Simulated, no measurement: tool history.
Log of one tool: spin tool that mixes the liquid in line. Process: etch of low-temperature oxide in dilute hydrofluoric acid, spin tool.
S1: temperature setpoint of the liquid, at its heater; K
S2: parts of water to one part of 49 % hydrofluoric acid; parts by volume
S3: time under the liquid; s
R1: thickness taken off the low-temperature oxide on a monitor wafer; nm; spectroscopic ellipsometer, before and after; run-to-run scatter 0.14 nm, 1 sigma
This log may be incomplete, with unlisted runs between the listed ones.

run,hour,S1,S2,S3,R1
1,0.0,296.15,235,265,29.451
2,4.7,295.15,235,265,28.616
3,5.4,295.15,235,285,30.798
4,7.5,294.15,235,285,29.604
5,10.9,293.65,235,285,29.327
6,15.4,293.15,235,285,28.787
7,21.9,292.65,235,285,28.170
8,26.1,292.15,235,285,27.438
9,29.1,291.65,235,285,27.072

What does the tool deliver on the next run?
10,37.0,290.65,245,285,?

R1: 24.638 nm
